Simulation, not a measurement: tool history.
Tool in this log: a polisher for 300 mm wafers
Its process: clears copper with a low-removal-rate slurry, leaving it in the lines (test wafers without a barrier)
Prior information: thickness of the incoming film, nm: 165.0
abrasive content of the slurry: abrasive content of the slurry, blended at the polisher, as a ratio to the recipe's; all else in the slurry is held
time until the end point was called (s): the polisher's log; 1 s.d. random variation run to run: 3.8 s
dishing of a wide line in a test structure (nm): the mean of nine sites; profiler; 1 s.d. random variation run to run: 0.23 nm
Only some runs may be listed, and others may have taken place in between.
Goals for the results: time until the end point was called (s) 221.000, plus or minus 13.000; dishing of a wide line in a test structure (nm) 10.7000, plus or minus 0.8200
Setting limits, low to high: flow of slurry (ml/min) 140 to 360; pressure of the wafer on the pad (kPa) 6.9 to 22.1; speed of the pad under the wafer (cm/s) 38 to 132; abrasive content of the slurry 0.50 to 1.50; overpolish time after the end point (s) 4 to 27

run,hour,flow of slurry (ml/min),pressure of the wafer on the pad (kPa),speed of the pad under the wafer (cm/s),abrasive content of the slurry,overpolish time after the end point (s),time until the end point was called (s),dishing of a wide line in a test structure (nm)
1,0.0,230,14.5,84,1.00,14,96.904,17.1070
2,7.6,230,12.4,76,1.00,15,120.480,14.6900
3,11.2,230,11.0,70,1.00,16,148.680,12.7990
4,18.3,230,9.7,68,1.00,17,167.340,12.2420
5,20.7,185,9.7,68,1.00,17,175.010,11.4690
6,28.2,185,11.0,68,1.00,17,153.320,12.6460
7,34.8,185,9.7,68,1.00,18,175.000,12.2670
8,39.5,180,9.0,68,1.00,18,183.590,11.6090
9,41.6,180,8.3,68,1.00,18,196.270,10.6150
10,49.6,180,6.9,66,1.00,20,234.240,10.0170

Exactly one of the 4 candidate moves below puts every result within its allowed miss. Which one?
A,57.6,175,8.3,68,0.95,15,?,?
B,57.6,240,6.9,64,1.35,20,?,?
C,57.6,175,8.3,56,0.95,19,?,?
D,57.6,140,6.9,64,0.95,22,?,?

move,time until the end point was called (s),dishing of a wide line in a test structure (nm)
A,205.150,8.8822
B,220.130,10.8780
C,247.160,9.3171
D,263.260,10.0530
A: moves the result that the last run missed by most past its target, out the other side
B: hits every target within its allowed miss
C: lands further from the targets than the last run did
D: lands further from the targets than the last run did
Answer: B
